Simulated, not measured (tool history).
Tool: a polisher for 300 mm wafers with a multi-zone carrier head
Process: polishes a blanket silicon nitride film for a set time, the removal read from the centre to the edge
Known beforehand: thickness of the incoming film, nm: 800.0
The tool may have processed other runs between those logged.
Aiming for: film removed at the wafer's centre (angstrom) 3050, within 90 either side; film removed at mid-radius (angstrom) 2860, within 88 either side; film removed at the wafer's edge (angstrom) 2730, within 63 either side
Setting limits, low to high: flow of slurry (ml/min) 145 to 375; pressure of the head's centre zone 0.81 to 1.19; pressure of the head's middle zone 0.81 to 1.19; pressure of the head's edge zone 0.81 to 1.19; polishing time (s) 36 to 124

run    day  flow of slurry (ml/min)  pressure of the head's centre zone  pressure of the head's middle zone  pressure of the head's edge zone  polishing time (s)  film removed at the wafer's centre (angstrom)  film removed at mid-radius (angstrom)  film removed at the wafer's edge (angstrom)
  1      0                      240                                   1                                   1                                 1                  79                                         2201.5                                 2193.5                                       2175.8
  2  0.367                      180                                   1                                   1                                 1                  79                                         2062.8                                 2075.6                                       2126.9
  3  0.608                      195                                1.02                                1.02                              1.02                  81                                         2220.1                                 2206.2                                       2225.3
  4  0.888                      195                                 1.1                                1.02                              1.02                  81                                         2351.9                                 2186.6                                       2242.9
  5  1.075                      210                                1.11                                1.04                              1.04                  82                                         2452.4                                 2277.1                                       2307.3
  6    1.1                      210                                1.04                                1.04                              1.04                  82                                         2332.4                                 2305.6                                       2310.5
  7  1.242                      225                                1.06                                1.06                              1.06                  82                                         2379.4                                 2302.6                                       2364.6
  8  1.612                      240                                1.07                                1.08                              1.06                  83                                         2425.6                                 2380.9                                       2410.1
  9  1.854                      255                                1.09                                1.09                              1.06                  84                                         2564.2                                   2471                                       2430.2

Exactly one of the 5 candidate moves below puts every result within its allowed miss. Which one?
  A  2.096                      265                                1.09                                1.13                              1.04                  95                                              ?                                      ?                                            ?
  B  2.096                      255                                1.13                                 1.1                              1.02                  96                                              ?                                      ?                                            ?
  C  2.096                      195                                1.19                                1.19                              1.01                  96                                              ?                                      ?                                            ?
  D  2.096                      160                                1.03                                1.09                               1.1                 111                                              ?                                      ?                                            ?
  E  2.096                      275                                1.06                                1.18                              1.06                  95                                              ?                                      ?                                            ?

move  film removed at the wafer's centre (angstrom)  film removed at mid-radius (angstrom)  film removed at the wafer's edge (angstrom)
   A                                         2860.1                                 2817.4                                       2745.3
   B                                         2981.2                                 2786.7                                       2739.1
   C                                         3008.2                                 2814.2                                       2645.8
   D                                         2880.1                                 2968.5                                       3107.4
   E                                         2794.8                                 2907.4                                         2779
A: closes in on the targets versus the last run, not all within tolerance yet
B: all results land within tolerance of their targets
C: the worst result of the last run now meets its target, but another is out of spec
D: its largest miss is bigger than the last run's
E: closes in on the targets versus the last run, not all within tolerance yet
So the answer is move B, the one that meets all the targets.

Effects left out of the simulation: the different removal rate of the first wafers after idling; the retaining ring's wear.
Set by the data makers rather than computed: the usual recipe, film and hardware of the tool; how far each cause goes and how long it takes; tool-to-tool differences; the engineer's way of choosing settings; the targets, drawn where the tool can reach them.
